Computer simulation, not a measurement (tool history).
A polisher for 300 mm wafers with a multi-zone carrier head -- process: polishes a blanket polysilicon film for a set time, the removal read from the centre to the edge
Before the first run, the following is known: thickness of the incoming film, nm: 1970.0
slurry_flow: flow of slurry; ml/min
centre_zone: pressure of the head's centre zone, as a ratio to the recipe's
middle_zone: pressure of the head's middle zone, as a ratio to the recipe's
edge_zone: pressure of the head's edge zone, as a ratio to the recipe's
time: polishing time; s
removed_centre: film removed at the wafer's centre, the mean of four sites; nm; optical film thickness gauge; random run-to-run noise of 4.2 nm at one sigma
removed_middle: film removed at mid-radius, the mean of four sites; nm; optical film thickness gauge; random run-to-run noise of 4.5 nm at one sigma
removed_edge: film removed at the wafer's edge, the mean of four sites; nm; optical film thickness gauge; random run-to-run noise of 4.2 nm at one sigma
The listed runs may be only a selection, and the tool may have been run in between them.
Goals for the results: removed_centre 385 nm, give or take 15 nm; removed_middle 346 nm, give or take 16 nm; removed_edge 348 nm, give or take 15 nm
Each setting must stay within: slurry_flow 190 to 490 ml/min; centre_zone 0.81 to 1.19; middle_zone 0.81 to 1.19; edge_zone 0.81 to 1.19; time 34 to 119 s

{"run": 1, "day": 0.0, "slurry_flow": 315, "centre_zone": 1, "middle_zone": 1, "edge_zone": 1, "time": 76, "removed_centre": 445.17, "removed_middle": 449.58, "removed_edge": 456.11}
{"run": 2, "day": 0.233, "slurry_flow": 315, "centre_zone": 1.01, "middle_zone": 0.99, "edge_zone": 0.98, "time": 73, "removed_centre": 431.99, "removed_middle": 438.91, "removed_edge": 438.51}
{"run": 3, "day": 0.596, "slurry_flow": 280, "centre_zone": 1.01, "middle_zone": 0.99, "edge_zone": 0.98, "time": 73, "removed_centre": 431.59, "removed_middle": 420.39, "removed_edge": 427.91}
{"run": 4, "day": 0.833, "slurry_flow": 270, "centre_zone": 1.01, "middle_zone": 0.98, "edge_zone": 0.96, "time": 71, "removed_centre": 407.7, "removed_middle": 410.12, "removed_edge": 418.7}
{"run": 5, "day": 1.104, "slurry_flow": 270, "centre_zone": 1.03, "middle_zone": 0.98, "edge_zone": 0.96, "time": 68, "removed_centre": 412.06, "removed_middle": 400.03, "removed_edge": 400.38}
{"run": 6, "day": 1.196, "slurry_flow": 270, "centre_zone": 1.03, "middle_zone": 0.98, "edge_zone": 1.03, "time": 68, "removed_centre": 403.29, "removed_middle": 384.52, "removed_edge": 414.4}
{"run": 7, "day": 1.55, "slurry_flow": 265, "centre_zone": 1.04, "middle_zone": 0.97, "edge_zone": 1.01, "time": 66, "removed_centre": 395.07, "removed_middle": 375.31, "removed_edge": 406.25}
{"run": 8, "day": 1.704, "slurry_flow": 260, "centre_zone": 1.05, "middle_zone": 0.97, "edge_zone": 0.99, "time": 64, "removed_centre": 384.44, "removed_middle": 374.96, "removed_edge": 378.43}
{"run": 9, "day": 1.883, "slurry_flow": 255, "centre_zone": 1.06, "middle_zone": 0.96, "edge_zone": 0.98, "time": 63, "removed_centre": 375.93, "removed_middle": 352.92, "removed_edge": 372.3}
{"run": 10, "day": 1.971, "slurry_flow": 255, "centre_zone": 1.07, "middle_zone": 0.96, "edge_zone": 0.97, "time": 63, "removed_centre": 382.18, "removed_middle": 354.29, "removed_edge": 366.47}
{"run": 11, "day": 2.067, "slurry_flow": 255, "centre_zone": 1.08, "middle_zone": 0.96, "edge_zone": 0.96, "time": 63, "removed_centre": 382.83, "removed_middle": 353.26, "removed_edge": 368.32}
{"run": 12, "day": 2.171, "slurry_flow": 255, "centre_zone": 1.09, "middle_zone": 0.96, "edge_zone": 0.95, "time": 63, "removed_centre": 388.97, "removed_middle": 364.92, "removed_edge": 365.8}
{"run": 13, "day": 2.204, "slurry_flow": 250, "centre_zone": 1.1, "middle_zone": 0.95, "edge_zone": 0.94, "time": 63, "removed_centre": 391.35, "removed_middle": 345.78, "removed_edge": 360.72}

Which of these 4 next moves meets every target?
{"run": "A", "day": 2.238, "slurry_flow": 245, "centre_zone": 1.07, "middle_zone": 0.89, "edge_zone": 0.99, "time": 68, "removed_centre": "?", "removed_middle": "?", "removed_edge": "?"}
{"run": "B", "day": 2.238, "slurry_flow": 200, "centre_zone": 1.07, "middle_zone": 0.89, "edge_zone": 0.95, "time": 66, "removed_centre": "?", "removed_middle": "?", "removed_edge": "?"}
{"run": "C", "day": 2.238, "slurry_flow": 280, "centre_zone": 1.11, "middle_zone": 0.98, "edge_zone": 0.87, "time": 60, "removed_centre": "?", "removed_middle": "?", "removed_edge": "?"}
{"run": "D", "day": 2.238, "slurry_flow": 235, "centre_zone": 1.08, "middle_zone": 0.89, "edge_zone": 0.93, "time": 66, "removed_centre": "?", "removed_middle": "?", "removed_edge": "?"}

move=A removed_centre=414.84 removed_middle=349.71 removed_edge=405.4
move=B removed_centre=388.52 removed_middle=328.72 removed_edge=377.7
move=C removed_centre=386.89 removed_middle=340.17 removed_edge=343.68
move=D removed_centre=403.64 removed_middle=337.43 removed_edge=381.85
A: its largest miss is bigger than the last run's
B: its largest miss is bigger than the last run's
C: every result lands within tolerance
D: its largest miss is bigger than the last run's
Answer: C
